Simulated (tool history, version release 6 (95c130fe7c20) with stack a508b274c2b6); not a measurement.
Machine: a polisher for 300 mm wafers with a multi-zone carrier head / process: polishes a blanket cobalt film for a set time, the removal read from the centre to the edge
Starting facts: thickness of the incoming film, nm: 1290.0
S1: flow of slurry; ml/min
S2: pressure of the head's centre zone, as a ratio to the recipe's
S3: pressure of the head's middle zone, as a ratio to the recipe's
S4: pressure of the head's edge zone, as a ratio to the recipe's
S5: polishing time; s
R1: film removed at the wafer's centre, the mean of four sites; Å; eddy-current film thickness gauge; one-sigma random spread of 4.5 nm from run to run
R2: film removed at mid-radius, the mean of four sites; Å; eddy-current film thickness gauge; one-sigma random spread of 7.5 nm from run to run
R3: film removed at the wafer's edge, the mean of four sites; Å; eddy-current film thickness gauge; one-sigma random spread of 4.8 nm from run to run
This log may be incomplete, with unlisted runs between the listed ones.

run	hour	S1	S2	S3	S4	S5	R1	R2	R3
1	0.0	155	1.00	1.00	1.00	81	4046.5	4165.4	4065.0
2	7.4	155	1.00	1.00	1.03	81	4009.3	4101.8	4136.9
3	14.2	165	1.03	1.03	1.05	83	4318.5	4423.4	4297.7
4	23.2	165	1.03	1.08	1.05	83	4309.1	4536.2	4299.9
5	26.3	165	1.03	1.08	1.05	92	4738.9	5175.1	4731.0
6	33.5	165	1.03	1.08	1.05	103	5330.7	5728.2	5270.5
7	35.0	170	1.04	1.07	1.05	103	5439.1	5582.6	5376.1
8	40.4	170	1.05	1.07	1.04	103	5559.9	5669.5	5374.1

Forecast run 9:
9	41.2	170	1.05	1.07	1.03	103	?	?	?

R1: 5477.8 Å
R2: 5801.9 Å
R3: 5272.9 Å

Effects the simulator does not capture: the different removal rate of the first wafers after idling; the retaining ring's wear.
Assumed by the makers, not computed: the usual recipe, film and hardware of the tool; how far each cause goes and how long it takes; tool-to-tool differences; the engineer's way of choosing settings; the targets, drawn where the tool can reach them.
